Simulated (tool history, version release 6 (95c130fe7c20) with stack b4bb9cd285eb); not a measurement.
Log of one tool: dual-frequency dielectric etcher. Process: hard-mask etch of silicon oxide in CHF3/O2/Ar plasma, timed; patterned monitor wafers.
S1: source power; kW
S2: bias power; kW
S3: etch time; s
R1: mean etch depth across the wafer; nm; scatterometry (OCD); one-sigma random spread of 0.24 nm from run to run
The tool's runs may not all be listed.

Run 1, day 0: S1 0.82 kW, S2 0.185 kW, S3 26.5 s. Result: R1 66.101 nm.
Run 2, day 0.162: S1 0.69 kW, S2 0.185 kW, S3 26.5 s. Result: R1 61.018 nm.
Run 3, day 0.483: S1 0.69 kW, S2 0.16 kW, S3 26.5 s. Result: R1 58.246 nm.
Run 4, day 0.75: S1 0.69 kW, S2 0.181 kW, S3 26.5 s. Result: R1 60.925 nm.
Run 5, day 0.921: S1 0.66 kW, S2 0.18 kW, S3 26.5 s. Result: R1 59.741 nm.
Run 6, day 1.246: S1 0.66 kW, S2 0.18 kW, S3 26.5 s. Result: R1 59.375 nm.
Run 7, day 1.467: S1 0.52 kW, S2 0.174 kW, S3 26.5 s. Result: R1 52.448 nm.
Run 8, day 1.762: S1 0.53 kW, S2 0.174 kW, S3 26.5 s. Result: R1 52.619 nm.
Run 9, day 1.917: S1 0.53 kW, S2 0.174 kW, S3 26.5 s. Result: R1 52.747 nm.
Run 10, day 1.992: S1 0.54 kW, S2 0.174 kW, S3 26.5 s. Result: R1 52.758 nm.
Run 11, day 2.204: S1 0.55 kW, S2 0.174 kW, S3 26.5 s. Result: R1 54.078 nm.

For run 12, what comes out?
Run 12, day 2.25: S1 0.56 kW, S2 0.174 kW, S3 26.5 s. Result: R1 ?.

Run 12 measured R1 54.367 nm.
